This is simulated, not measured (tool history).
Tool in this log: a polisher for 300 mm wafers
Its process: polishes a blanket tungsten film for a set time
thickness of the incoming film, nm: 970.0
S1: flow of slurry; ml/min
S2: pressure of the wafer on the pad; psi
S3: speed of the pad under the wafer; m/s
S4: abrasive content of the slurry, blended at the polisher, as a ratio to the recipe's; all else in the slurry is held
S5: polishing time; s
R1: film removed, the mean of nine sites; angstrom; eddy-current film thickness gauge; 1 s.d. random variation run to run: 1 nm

run	hour	S1	S2	S3	S4	S5	R1
1	0.0	180	3.1	1.16	1.0	50	1975.0
2	1.0	180	3.1	1.16	0.8	50	1871.0
3	7.2	180	3.4	1.16	0.8	50	2043.4
4	11.6	175	3.1	1.16	0.8	50	1856.8
5	19.5	175	3.1	1.16	0.6	50	1757.3
6	22.8	200	3.1	1.16	0.6	50	1783.4
7	27.8	200	2.9	1.16	0.6	50	1637.0
8	34.0	200	2.7	1.16	0.6	50	1529.2
9	42.2	200	2.6	1.16	0.6	50	1505.7
10	49.1	200	2.5	1.16	0.6	50	1431.0
11	51.0	200	2.4	1.16	0.6	50	1399.3
12	55.1	200	2.3	1.16	0.6	50	1331.2
13	56.2	195	2.2	1.16	0.6	50	1267.7

Expected results for the next run?
14	56.9	190	2.2	1.16	0.6	50	?

{"run 14": {"R1": 1272.6}}
